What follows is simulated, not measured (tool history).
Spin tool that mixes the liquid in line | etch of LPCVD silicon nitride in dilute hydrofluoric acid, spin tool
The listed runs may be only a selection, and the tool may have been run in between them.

run	hour	temperature setpoint of the liquid (K)	parts of water to one part of 49 % hydrofluoric acid (parts by volume)	time under the liquid (s)	thickness taken off the LPCVD silicon nitride on a monitor wafer (nm)
1	0	296.15	40	260	2.9524
2	9.1	296.65	40	260	2.9985
3	14.2	295.15	40	260	2.6619
4	23.1	295.15	40	260	2.7183
5	29.3	295.15	40	260	2.7431
6	38	297.65	40	260	3.2186
7	46.4	297.65	40	260	3.1693
8	47.1	298.15	40	260	3.3496
9	52.9	298.65	40	260	3.4961

What does the tool deliver on the next run?
10	55.3	299.15	40	260	?

Run 10 produced thickness taken off the LPCVD silicon nitride on a monitor wafer (nm) 3.5834.
